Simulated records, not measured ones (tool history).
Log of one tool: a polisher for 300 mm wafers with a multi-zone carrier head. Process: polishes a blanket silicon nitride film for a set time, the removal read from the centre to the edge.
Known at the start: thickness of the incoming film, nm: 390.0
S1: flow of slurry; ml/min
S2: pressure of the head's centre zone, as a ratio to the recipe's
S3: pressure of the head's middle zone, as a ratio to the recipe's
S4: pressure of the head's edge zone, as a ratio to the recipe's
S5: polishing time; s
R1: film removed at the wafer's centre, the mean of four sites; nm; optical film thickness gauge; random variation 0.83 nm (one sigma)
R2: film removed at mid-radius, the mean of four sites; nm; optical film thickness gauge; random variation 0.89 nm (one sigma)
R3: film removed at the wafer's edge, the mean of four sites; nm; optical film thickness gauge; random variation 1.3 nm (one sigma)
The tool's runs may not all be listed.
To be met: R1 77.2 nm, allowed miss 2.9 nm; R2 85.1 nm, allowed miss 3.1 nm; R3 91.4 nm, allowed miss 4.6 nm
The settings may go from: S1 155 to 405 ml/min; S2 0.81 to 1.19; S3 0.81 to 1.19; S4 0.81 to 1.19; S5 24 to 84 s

{"run": 1, "hour": 0.0, "S1": 260, "S2": 1, "S3": 1, "S4": 1, "S5": 54, "R1": 114.73, "R2": 112.89, "R3": 115.17}
{"run": 2, "hour": 7.5, "S1": 230, "S2": 1, "S3": 1, "S4": 1, "S5": 54, "R1": 115.46, "R2": 113.57, "R3": 112.59}
{"run": 3, "hour": 13.6, "S1": 230, "S2": 1, "S3": 1, "S4": 0.96, "S5": 54, "R1": 112.92, "R2": 114.57, "R3": 113.88}
{"run": 4, "hour": 17.6, "S1": 230, "S2": 0.97, "S3": 0.98, "S4": 0.96, "S5": 51, "R1": 104.3, "R2": 106.49, "R3": 107.76}
{"run": 5, "hour": 20.9, "S1": 230, "S2": 0.94, "S3": 0.97, "S4": 0.96, "S5": 49, "R1": 97.925, "R2": 99.822, "R3": 99.934}
{"run": 6, "hour": 23.5, "S1": 230, "S2": 0.94, "S3": 0.97, "S4": 0.92, "S5": 49, "R1": 96.702, "R2": 100.36, "R3": 98.27}
{"run": 7, "hour": 28.5, "S1": 220, "S2": 0.91, "S3": 0.97, "S4": 0.96, "S5": 48, "R1": 93.298, "R2": 98.013, "R3": 96.014}
{"run": 8, "hour": 35.1, "S1": 260, "S2": 0.89, "S3": 0.95, "S4": 0.94, "S5": 47, "R1": 89.452, "R2": 94.207, "R3": 94.79}
{"run": 9, "hour": 37.2, "S1": 285, "S2": 0.87, "S3": 0.95, "S4": 0.96, "S5": 46, "R1": 86.258, "R2": 95.114, "R3": 99.269}

Which of these 4 next moves meets every target?
{"run": "A", "hour": 39.3, "S1": 315, "S2": 0.88, "S3": 0.97, "S4": 0.98, "S5": 48, "R1": "?", "R2": "?", "R3": "?"}
{"run": "B", "hour": 39.3, "S1": 210, "S2": 1.11, "S3": 0.89, "S4": 0.89, "S5": 48, "R1": "?", "R2": "?", "R3": "?"}
{"run": "C", "hour": 39.3, "S1": 330, "S2": 0.83, "S3": 0.93, "S4": 1.02, "S5": 42, "R1": "?", "R2": "?", "R3": "?"}
{"run": "D", "hour": 39.3, "S1": 155, "S2": 1.08, "S3": 0.97, "S4": 0.88, "S5": 48, "R1": "?", "R2": "?", "R3": "?"}

move=A R1=92.968 R2=101.21 R3=100.43
move=B R1=110.45 R2=90.985 R3=93.689
move=C R1=77.481 R2=85.804 R3=89.878
move=D R1=104.33 R2=94.981 R3=91.123
A: further off than the last run
B: further off than the last run
C: meets every target
D: further off than the last run
The right move is C.

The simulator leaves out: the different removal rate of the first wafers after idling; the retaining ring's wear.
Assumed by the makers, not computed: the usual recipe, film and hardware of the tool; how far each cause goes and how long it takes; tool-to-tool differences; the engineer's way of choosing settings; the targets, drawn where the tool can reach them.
